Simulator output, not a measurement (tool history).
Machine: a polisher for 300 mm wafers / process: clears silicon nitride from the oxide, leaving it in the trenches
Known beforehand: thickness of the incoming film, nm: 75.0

| run | hour | flow of slurry (ml/min) | pressure of the wafer on the pad (psi) | speed of the pad under the wafer (m/s) | overpolish time after the end point (s) | time until the end point was called (s) |
|---|---|---|---|---|---|---|
| 1 | 0.0 | 230 | 1.8 | 0.88 | 16 | 121.500 |
| 2 | 6.8 | 230 | 1.8 | 1.06 | 16 | 106.060 |
| 3 | 10.8 | 230 | 2.1 | 1.06 | 16 | 89.414 |
| 4 | 18.5 | 200 | 2.1 | 1.06 | 16 | 88.434 |
| 5 | 26.5 | 200 | 2.1 | 1.06 | 16 | 91.697 |
| 6 | 30.8 | 200 | 1.9 | 1.06 | 16 | 100.330 |

Run 7 comes next. What will it give?
| 7 | 32.2 | 200 | 2.0 | 1.06 | 16 | ? |

time until the end point was called (s): 95.816
